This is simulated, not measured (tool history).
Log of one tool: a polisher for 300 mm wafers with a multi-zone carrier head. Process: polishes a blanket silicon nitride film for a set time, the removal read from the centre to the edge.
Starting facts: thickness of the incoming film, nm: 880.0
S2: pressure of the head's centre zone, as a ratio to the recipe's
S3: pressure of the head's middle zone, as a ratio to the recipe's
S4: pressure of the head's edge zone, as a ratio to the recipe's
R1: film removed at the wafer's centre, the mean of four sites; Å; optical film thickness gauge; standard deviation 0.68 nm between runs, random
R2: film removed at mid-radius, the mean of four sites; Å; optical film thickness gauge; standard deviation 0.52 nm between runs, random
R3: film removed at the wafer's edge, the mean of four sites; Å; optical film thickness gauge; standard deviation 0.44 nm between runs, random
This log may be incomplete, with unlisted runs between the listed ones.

{"run": 1, "hour": 0.0, "flow of slurry (ml/min)": 250, "S2": 1, "S3": 1, "S4": 1, "polishing time (s)": 38, "R1": 687.62, "R2": 692.62, "R3": 677.08}
{"run": 2, "hour": 0.9, "flow of slurry (ml/min)": 250, "S2": 1, "S3": 1, "S4": 1, "polishing time (s)": 45, "R1": 831.35, "R2": 820.37, "R3": 805.97}
{"run": 3, "hour": 5.5, "flow of slurry (ml/min)": 250, "S2": 1, "S3": 1.09, "S4": 1, "polishing time (s)": 45, "R1": 802.37, "R2": 866.84, "R3": 812.84}
{"run": 4, "hour": 8.4, "flow of slurry (ml/min)": 240, "S2": 1.02, "S3": 1.03, "S4": 1.01, "polishing time (s)": 40, "R1": 712.54, "R2": 729.4, "R3": 720.2}
{"run": 5, "hour": 12.0, "flow of slurry (ml/min)": 235, "S2": 1.04, "S3": 0.99, "S4": 1, "polishing time (s)": 36, "R1": 654.29, "R2": 640.98, "R3": 646.26}
{"run": 6, "hour": 18.8, "flow of slurry (ml/min)": 235, "S2": 1.04, "S3": 0.99, "S4": 1, "polishing time (s)": 45, "R1": 815.36, "R2": 822.15, "R3": 813.82}
{"run": 7, "hour": 21.2, "flow of slurry (ml/min)": 250, "S2": 1.05, "S3": 0.95, "S4": 1, "polishing time (s)": 40, "R1": 748.86, "R2": 687.57, "R3": 719.13}
{"run": 8, "hour": 29.4, "flow of slurry (ml/min)": 255, "S2": 1.06, "S3": 0.93, "S4": 0.99, "polishing time (s)": 36, "R1": 686.39, "R2": 621.59, "R3": 645.67}

What does the tool deliver on the next run?
{"run": 9, "hour": 35.6, "flow of slurry (ml/min)": 255, "S2": 1.07, "S3": 0.91, "S4": 0.99, "polishing time (s)": 33, "R1": "?", "R2": "?", "R3": "?"}

{"run 9": {"R1": 628.43, "R2": 548.34, "R3": 595.59}}
